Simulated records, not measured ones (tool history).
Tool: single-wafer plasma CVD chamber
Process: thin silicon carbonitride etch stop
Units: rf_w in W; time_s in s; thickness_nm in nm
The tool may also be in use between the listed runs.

run 1 hour=0.0 | rf_w=190 time_s=26.1 | thickness_nm=15.337
run 2 hour=5.5 | rf_w=195 time_s=27.0 | thickness_nm=16.120
run 3 hour=10.6 | rf_w=200 time_s=27.6 | thickness_nm=16.491
run 4 hour=15.5 | rf_w=205 time_s=28.3 | thickness_nm=17.049
run 5 hour=23.2 | rf_w=210 time_s=28.8 | thickness_nm=17.541
run 6 hour=32.1 | rf_w=215 time_s=29.2 | thickness_nm=18.007
run 7 hour=34.5 | rf_w=220 time_s=29.5 | thickness_nm=18.129

Run 8 comes next. What will it give?
run 8 hour=35.1 | rf_w=220 time_s=29.8 | thickness_nm=?

{"run 8": {"thickness_nm": 18.582}}

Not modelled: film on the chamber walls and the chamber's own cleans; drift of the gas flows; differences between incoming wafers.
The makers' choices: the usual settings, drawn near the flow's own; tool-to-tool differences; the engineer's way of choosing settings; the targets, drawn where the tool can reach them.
